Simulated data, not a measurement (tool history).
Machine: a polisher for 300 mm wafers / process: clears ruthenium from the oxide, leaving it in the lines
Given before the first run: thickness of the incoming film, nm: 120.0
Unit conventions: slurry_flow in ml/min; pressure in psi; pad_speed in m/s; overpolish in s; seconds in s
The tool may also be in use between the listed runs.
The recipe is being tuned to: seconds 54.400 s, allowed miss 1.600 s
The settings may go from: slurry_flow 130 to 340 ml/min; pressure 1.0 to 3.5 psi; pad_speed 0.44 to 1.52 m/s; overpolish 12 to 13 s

{"run": 1, "hour": 0.0, "slurry_flow": 220, "pressure": 2.2, "pad_speed": 0.98, "overpolish": 12, "seconds": 107.45}
{"run": 2, "hour": 5.6, "slurry_flow": 220, "pressure": 2.2, "pad_speed": 1.18, "overpolish": 12, "seconds": 90.479}
{"run": 3, "hour": 9.4, "slurry_flow": 220, "pressure": 2.2, "pad_speed": 1.18, "overpolish": 13, "seconds": 89.208}
{"run": 4, "hour": 15.0, "slurry_flow": 220, "pressure": 2.2, "pad_speed": 1.28, "overpolish": 13, "seconds": 82.797}
{"run": 5, "hour": 20.9, "slurry_flow": 225, "pressure": 2.5, "pad_speed": 1.28, "overpolish": 13, "seconds": 72.861}
{"run": 6, "hour": 24.2, "slurry_flow": 225, "pressure": 2.5, "pad_speed": 1.28, "overpolish": 13, "seconds": 72.4}
{"run": 7, "hour": 25.1, "slurry_flow": 225, "pressure": 2.7, "pad_speed": 1.28, "overpolish": 13, "seconds": 67.184}
{"run": 8, "hour": 28.4, "slurry_flow": 230, "pressure": 2.9, "pad_speed": 1.28, "overpolish": 13, "seconds": 61.899}

Consider the 4 candidate settings below. Which is the only one whose results all fall within their allowed miss of target?
{"run": "A", "hour": 31.7, "slurry_flow": 260, "pressure": 3.1, "pad_speed": 1.44, "overpolish": 13, "seconds": "?"}
{"run": "B", "hour": 31.7, "slurry_flow": 215, "pressure": 3.4, "pad_speed": 1.34, "overpolish": 13, "seconds": "?"}
{"run": "C", "hour": 31.7, "slurry_flow": 205, "pressure": 3.1, "pad_speed": 1.38, "overpolish": 13, "seconds": "?"}
{"run": "D", "hour": 31.7, "slurry_flow": 220, "pressure": 3.5, "pad_speed": 1.34, "overpolish": 12, "seconds": "?"}

move=A seconds=51.298
move=B seconds=51.113
move=C seconds=54.603
move=D seconds=49.578
A: takes the biggest miss from the last run beyond its target
B: takes the biggest miss from the last run beyond its target
C: hits every target within its allowed miss
D: takes the biggest miss from the last run beyond its target
Correct choice: C, which meets every target
